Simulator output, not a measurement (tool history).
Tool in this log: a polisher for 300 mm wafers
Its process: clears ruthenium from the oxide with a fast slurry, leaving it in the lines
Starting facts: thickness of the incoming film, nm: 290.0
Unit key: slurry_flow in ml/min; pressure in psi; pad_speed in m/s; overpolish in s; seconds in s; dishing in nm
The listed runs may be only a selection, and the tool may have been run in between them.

run,day,slurry_flow,pressure,pad_speed,slurry_solids,overpolish,seconds,dishing
1,0,190,3.2,0.76,1,19,82.402,53.086
2,0.283,190,3.2,0.66,1,19,94.141,46.047
3,0.471,185,2.9,0.66,1,20,105.12,43.835
4,0.525,180,2.7,0.66,1,21,113.03,43.404
5,0.696,180,3,0.66,1,21,101.33,47.639
6,0.879,180,2.8,0.66,1,22,108.69,47.066
7,1.129,180,2.8,0.66,1,22,107.14,46.606

Estimate the outcome of run 8 from the log above:
8,1.412,175,2.6,0.66,1,23,?,?

seconds: 116.55 s
dishing: 44.646 nm
